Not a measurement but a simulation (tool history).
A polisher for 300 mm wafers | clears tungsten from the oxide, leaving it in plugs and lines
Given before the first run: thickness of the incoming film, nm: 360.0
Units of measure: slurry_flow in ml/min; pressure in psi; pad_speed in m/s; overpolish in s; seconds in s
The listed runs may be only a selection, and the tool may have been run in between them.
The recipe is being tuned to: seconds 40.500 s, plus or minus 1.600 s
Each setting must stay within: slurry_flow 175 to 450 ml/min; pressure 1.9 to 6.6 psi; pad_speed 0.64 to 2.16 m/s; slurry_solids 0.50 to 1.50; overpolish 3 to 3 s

run  hour  slurry_flow  pressure  pad_speed  slurry_solids  overpolish  seconds
  1   0.0          290       4.2       1.40           1.00           3   61.972
  2   4.0          290       4.2       1.40           0.85           3   64.566
  3  11.6          320       4.2       1.40           0.85           3   64.689
  4  19.9          320       4.6       1.40           0.85           3   59.179
  5  25.6          320       5.0       1.40           0.85           3   54.804
  6  29.3          320       5.0       1.40           0.65           3   61.520
  7  31.2          320       5.4       1.44           0.65           3   55.270
     38.6  -- slurry blender recalibrated
  8  38.6          320       5.7       1.46           0.65           3   49.745
  9  47.4          320       5.9       1.46           0.65           3   46.666
 10  50.6          320       6.0       1.46           0.65           3   46.219
 11  57.9          320       6.0       1.46           0.65           3   46.458
 12  61.5          320       6.1       1.46           0.65           3   46.914
 13  65.2          320       6.2       1.48           0.65           3   43.993
 14  72.9          320       6.3       1.48           0.65           3   44.602

Which single option among these 4 for the next run brings every result within its allowed miss of target? Just one does.
  A  80.6          310       6.6       1.62           0.55           3        ?
  B  80.6          350       6.0       1.40           0.75           3        ?
  C  80.6          320       6.1       1.40           0.65           3        ?
  D  80.6          315       5.4       1.70           0.50           3        ?

move  seconds
   A   41.773
   B   46.914
   C   48.665
   D   48.620
A: meets every target
B: the biggest miss grows against the last run
C: the biggest miss grows against the last run
D: the biggest miss grows against the last run
Answer: A

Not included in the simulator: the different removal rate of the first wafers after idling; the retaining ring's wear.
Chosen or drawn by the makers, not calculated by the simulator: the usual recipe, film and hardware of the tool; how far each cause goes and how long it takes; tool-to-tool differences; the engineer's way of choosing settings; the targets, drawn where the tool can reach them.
